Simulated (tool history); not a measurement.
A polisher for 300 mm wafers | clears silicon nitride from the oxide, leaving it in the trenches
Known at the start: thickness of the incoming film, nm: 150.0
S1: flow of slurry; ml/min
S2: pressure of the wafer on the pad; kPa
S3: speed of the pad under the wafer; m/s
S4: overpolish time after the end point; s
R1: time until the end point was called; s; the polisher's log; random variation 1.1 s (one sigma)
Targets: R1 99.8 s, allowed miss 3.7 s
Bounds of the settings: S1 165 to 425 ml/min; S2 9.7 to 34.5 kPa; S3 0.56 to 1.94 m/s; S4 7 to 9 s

| run | hour | S1 | S2 | S3 | S4 | R1 |
|---|---|---|---|---|---|---|
| 1 | 0 | 275 | 22.1 | 1.24 | 9 | 150.02 |
| 2 | 0.8 | 275 | 22.1 | 1.24 | 7 | 148.19 |
| 3 | 5.6 | 275 | 19.3 | 1.24 | 7 | 168.05 |
| 4 | 14.1 | 275 | 19.3 | 1.4 | 7 | 154.21 |
| 5 | 18 | 275 | 19.3 | 1.2 | 7 | 171.48 |
| 6 | 25.4 | 275 | 23.4 | 1.22 | 7 | 141.53 |
| 7 | 30.8 | 275 | 26.2 | 1.22 | 7 | 128.01 |
| 8 | 31.9 | 275 | 28.3 | 1.22 | 7 | 117.55 |
| 9 | 37.2 | 275 | 29.6 | 1.22 | 7 | 112.28 |
| 10 | 42.5 | 275 | 30.3 | 1.22 | 7 | 110.67 |
| 11 | 44.5 | 275 | 31 | 1.22 | 7 | 107.4 |
| 12 | 49.6 | 275 | 31.7 | 1.22 | 7 | 105.39 |

5 next moves are on the table. One of them brings every result within its allowed miss. Which?
| A | 54.7 | 255 | 29 | 1.52 | 7 | ? |
| B | 54.7 | 280 | 30.3 | 1.22 | 9 | ? |
| C | 54.7 | 355 | 30.3 | 1.58 | 7 | ? |
| D | 54.7 | 295 | 33.1 | 1.46 | 7 | ? |
| E | 54.7 | 230 | 34.5 | 1.32 | 7 | ? |

| move | R1 |
|---|---|
| A | 101.4 |
| B | 111.25 |
| C | 92.346 |
| D | 90.549 |
| E | 94.588 |
A: meets every target
B: further off than the last run
C: takes the result that was furthest off past its target
D: takes the result that was furthest off past its target
E: takes the result that was furthest off past its target
Move A is the one to make.
